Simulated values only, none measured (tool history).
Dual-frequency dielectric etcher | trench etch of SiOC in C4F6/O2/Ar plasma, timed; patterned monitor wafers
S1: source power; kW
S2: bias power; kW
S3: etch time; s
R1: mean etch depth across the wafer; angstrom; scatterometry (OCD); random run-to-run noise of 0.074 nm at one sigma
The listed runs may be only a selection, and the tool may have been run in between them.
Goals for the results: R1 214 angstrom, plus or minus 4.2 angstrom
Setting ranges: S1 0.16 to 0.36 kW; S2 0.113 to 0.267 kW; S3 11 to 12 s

run  hour    S1     S2  S3      R1
  1     0  0.26   0.19  12  195.28
  2     2  0.27  0.192  12  199.56
  3   3.2  0.24  0.192  12     190
  4   7.8  0.24   0.18  12  186.48
  5  13.7  0.26  0.183  12  193.18
  6  15.3  0.26  0.183  11  177.69
  7  16.9  0.28  0.191  11  186.13
  8  20.2  0.33  0.212  11  206.47
  9  21.7  0.33  0.213  11  206.39
 10  25.5  0.33  0.215  11  206.76
 11  32.1  0.33  0.216  11  206.62

Pick the move, out of 5, that brings all results within their allowed miss; only one does.
  A  38.7  0.32  0.214  12   ?
  B  38.7  0.31  0.219  12   ?
  C  38.7  0.36  0.167  11   ?
  D  38.7  0.32  0.205  11   ?
  E  38.7  0.36  0.209  11   ?

move      R1
   A  221.36
   B  220.05
   C  197.54
   D  200.17
   E  211.59
A: takes the biggest miss from the last run beyond its target
B: takes the biggest miss from the last run beyond its target
C: further off than the last run
D: further off than the last run
E: hits every target within its allowed miss
Go with E: it meets all targets.
